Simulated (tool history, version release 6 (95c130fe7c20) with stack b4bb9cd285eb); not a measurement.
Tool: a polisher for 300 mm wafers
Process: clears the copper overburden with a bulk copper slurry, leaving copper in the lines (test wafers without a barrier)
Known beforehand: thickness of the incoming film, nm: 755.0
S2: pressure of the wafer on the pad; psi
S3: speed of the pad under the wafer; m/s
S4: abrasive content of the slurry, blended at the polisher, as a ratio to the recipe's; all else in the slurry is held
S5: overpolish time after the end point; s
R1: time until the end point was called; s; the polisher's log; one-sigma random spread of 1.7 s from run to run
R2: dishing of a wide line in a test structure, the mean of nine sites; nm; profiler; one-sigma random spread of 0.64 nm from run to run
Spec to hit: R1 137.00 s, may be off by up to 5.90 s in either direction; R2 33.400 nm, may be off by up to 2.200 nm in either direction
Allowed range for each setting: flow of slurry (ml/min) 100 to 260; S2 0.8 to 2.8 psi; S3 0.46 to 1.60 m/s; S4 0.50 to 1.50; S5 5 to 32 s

{"run": 1, "day": 0.0, "flow of slurry (ml/min)": 165, "S2": 1.8, "S3": 1.02, "S4": 1.0, "S5": 16, "R1": 126.96, "R2": 49.169}
{"run": 2, "day": 0.075, "flow of slurry (ml/min)": 165, "S2": 1.8, "S3": 1.02, "S4": 1.0, "S5": 15, "R1": 124.6, "R2": 45.899}
{"run": 3, "day": 0.329, "flow of slurry (ml/min)": 165, "S2": 1.4, "S3": 1.02, "S4": 1.0, "S5": 15, "R1": 164.45, "R2": 39.489}
{"run": 4, "day": 0.517, "flow of slurry (ml/min)": 165, "S2": 1.4, "S3": 1.02, "S4": 1.0, "S5": 14, "R1": 161.41, "R2": 37.271}
{"run": 5, "day": 0.567, "flow of slurry (ml/min)": 165, "S2": 1.4, "S3": 1.02, "S4": 1.0, "S5": 20, "R1": 162.13, "R2": 47.296}
{"run": 6, "day": 0.904, "flow of slurry (ml/min)": 165, "S2": 1.4, "S3": 1.02, "S4": 1.0, "S5": 13, "R1": 162.21, "R2": 36.568}
{"run": 7, "day": 0.992, "flow of slurry (ml/min)": 165, "S2": 1.4, "S3": 1.02, "S4": 1.0, "S5": 12, "R1": 163.74, "R2": 33.322}
{"run": 8, "day": 1.142, "flow of slurry (ml/min)": 175, "S2": 1.5, "S3": 1.02, "S4": 1.0, "S5": 10, "R1": 150.08, "R2": 32.885}
{"run": 9, "day": 1.325, "flow of slurry (ml/min)": 175, "S2": 1.5, "S3": 1.02, "S4": 1.0, "S5": 10, "R1": 148.22, "R2": 31.251}

Of the 4 settings listed for the next run, only one would bring every result within its allowed miss of target. Which one?
{"run": "A", "day": 1.508, "flow of slurry (ml/min)": 160, "S2": 1.4, "S3": 1.26, "S4": 1.0, "S5": 10, "R1": "?", "R2": "?"}
{"run": "B", "day": 1.508, "flow of slurry (ml/min)": 245, "S2": 1.5, "S3": 0.9, "S4": 0.9, "S5": 13, "R1": "?", "R2": "?"}
{"run": "C", "day": 1.508, "flow of slurry (ml/min)": 165, "S2": 1.6, "S3": 0.98, "S4": 1.05, "S5": 12, "R1": "?", "R2": "?"}
{"run": "D", "day": 1.508, "flow of slurry (ml/min)": 185, "S2": 1.8, "S3": 0.94, "S4": 0.95, "S5": 8, "R1": "?", "R2": "?"}

move=A R1=138.10 R2=33.161
move=B R1=163.69 R2=35.665
move=C R1=146.26 R2=36.773
move=D R1=136.58 R2=29.097
A: every result lands within tolerance
B: lands further from the targets than the last run did
C: closer than the last run, but not yet in spec
D: puts the biggest miss on target and leaves a different result outside tolerance
Correct choice: A, which meets every target
